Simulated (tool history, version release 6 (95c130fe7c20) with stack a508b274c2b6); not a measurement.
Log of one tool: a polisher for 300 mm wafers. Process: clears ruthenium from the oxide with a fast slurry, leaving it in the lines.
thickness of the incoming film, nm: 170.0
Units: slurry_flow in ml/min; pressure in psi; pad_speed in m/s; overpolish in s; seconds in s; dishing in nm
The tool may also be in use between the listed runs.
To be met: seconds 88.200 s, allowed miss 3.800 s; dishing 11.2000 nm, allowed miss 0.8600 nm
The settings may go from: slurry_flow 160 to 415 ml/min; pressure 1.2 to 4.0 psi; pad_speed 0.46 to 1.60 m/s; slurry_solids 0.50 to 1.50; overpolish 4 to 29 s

Run 1, hour 0.0: slurry_flow 265 ml/min, pressure 2.6 psi, pad_speed 1.02 m/s, slurry_solids 1.00, overpolish 15 s. Result: seconds 70.192 s, dishing 27.3310 nm.
Run 2, hour 6.5: slurry_flow 265 ml/min, pressure 2.6 psi, pad_speed 1.02 m/s, slurry_solids 1.15, overpolish 15 s. Result: seconds 65.717 s, dishing 27.3700 nm.
Run 3, hour 11.0: slurry_flow 265 ml/min, pressure 2.3 psi, pad_speed 1.02 m/s, slurry_solids 1.25, overpolish 12 s. Result: seconds 70.357 s, dishing 23.6150 nm.
Run 4, hour 17.0: slurry_flow 265 ml/min, pressure 2.2 psi, pad_speed 0.96 m/s, slurry_solids 1.30, overpolish 10 s. Result: seconds 75.898 s, dishing 19.0860 nm.
Run 5, hour 24.9: slurry_flow 285 ml/min, pressure 2.1 psi, pad_speed 0.90 m/s, slurry_solids 1.35, overpolish 8 s. Result: seconds 82.604 s, dishing 14.9170 nm.
Run 6, hour 29.0: slurry_flow 295 ml/min, pressure 2.1 psi, pad_speed 0.90 m/s, slurry_solids 1.35, overpolish 7 s. Result: seconds 81.615 s, dishing 13.1330 nm.
Run 7, hour 30.3: slurry_flow 310 ml/min, pressure 1.9 psi, pad_speed 0.90 m/s, slurry_solids 1.35, overpolish 5 s. Result: seconds 90.415 s, dishing 9.3090 nm.
Run 8, hour 31.9: slurry_flow 300 ml/min, pressure 1.9 psi, pad_speed 0.90 m/s, slurry_solids 1.35, overpolish 5 s. Result: seconds 89.698 s, dishing 9.4191 nm.
Run 9, hour 35.5: slurry_flow 300 ml/min, pressure 1.9 psi, pad_speed 0.90 m/s, slurry_solids 1.35, overpolish 10 s. Result: seconds 90.871 s, dishing 17.2910 nm.
Run 10, hour 39.4: slurry_flow 300 ml/min, pressure 2.0 psi, pad_speed 0.90 m/s, slurry_solids 1.35, overpolish 5 s. Result: seconds 86.937 s, dishing 9.9262 nm.
Run 11, hour 42.5: slurry_flow 295 ml/min, pressure 2.0 psi, pad_speed 0.90 m/s, slurry_solids 1.35, overpolish 5 s. Result: seconds 87.576 s, dishing 9.4558 nm.

4 next moves are on the table. One of them brings every result within its allowed miss. Which?
Run A, hour 45.6: slurry_flow 305 ml/min, pressure 1.9 psi, pad_speed 0.90 m/s, slurry_solids 1.35, overpolish 8 s. Result: seconds ?, dishing ?.
Run B, hour 45.6: slurry_flow 280 ml/min, pressure 2.1 psi, pad_speed 0.84 m/s, slurry_solids 1.35, overpolish 4 s. Result: seconds ?, dishing ?.
Run C, hour 45.6: slurry_flow 245 ml/min, pressure 2.5 psi, pad_speed 0.78 m/s, slurry_solids 1.05, overpolish 5 s. Result: seconds ?, dishing ?.
Run D, hour 45.6: slurry_flow 300 ml/min, pressure 2.0 psi, pad_speed 0.84 m/s, slurry_solids 1.50, overpolish 6 s. Result: seconds ?, dishing ?.

move  seconds  dishing
   A   90.843  13.9310
   B   88.851   7.6713
   C   92.705   9.0485
   D   88.163  11.1420
A: takes the result that was furthest off past its target
B: further off than the last run
C: further off than the last run
D: meets every target
Answer: D

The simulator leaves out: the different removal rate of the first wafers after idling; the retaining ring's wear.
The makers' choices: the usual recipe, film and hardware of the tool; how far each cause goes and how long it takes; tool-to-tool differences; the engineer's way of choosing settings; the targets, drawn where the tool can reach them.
